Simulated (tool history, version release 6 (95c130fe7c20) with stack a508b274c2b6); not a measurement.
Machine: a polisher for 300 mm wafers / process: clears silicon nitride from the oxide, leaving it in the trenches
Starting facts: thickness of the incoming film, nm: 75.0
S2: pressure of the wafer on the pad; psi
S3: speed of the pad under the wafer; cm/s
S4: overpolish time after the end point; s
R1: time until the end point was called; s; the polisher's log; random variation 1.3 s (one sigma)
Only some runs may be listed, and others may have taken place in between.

run 1 day=0 | flow_of_slurry_(ml/min)=275 S2=2.6 S3=78 S4=6 | R1=120.2
run 2 day=0.317 | flow_of_slurry_(ml/min)=275 S2=2.6 S3=92 S4=6 | R1=105.91
run 3 day=0.571 | flow_of_slurry_(ml/min)=275 S2=2.6 S3=92 S4=4 | R1=104.86
run 4 day=0.592 | flow_of_slurry_(ml/min)=275 S2=3.1 S3=92 S4=4 | R1=94.697
run 5 day=0.783 | flow_of_slurry_(ml/min)=275 S2=2.8 S3=92 S4=4 | R1=102.32
run 6 day=0.821 | flow_of_slurry_(ml/min)=270 S2=2.4 S3=90 S4=4 | R1=113.64

Expected results for the next run?
run 7 day=0.971 | flow_of_slurry_(ml/min)=270 S2=1.7 S3=80 S4=4 | R1=?

Run 7 produced R1 153.69 s.

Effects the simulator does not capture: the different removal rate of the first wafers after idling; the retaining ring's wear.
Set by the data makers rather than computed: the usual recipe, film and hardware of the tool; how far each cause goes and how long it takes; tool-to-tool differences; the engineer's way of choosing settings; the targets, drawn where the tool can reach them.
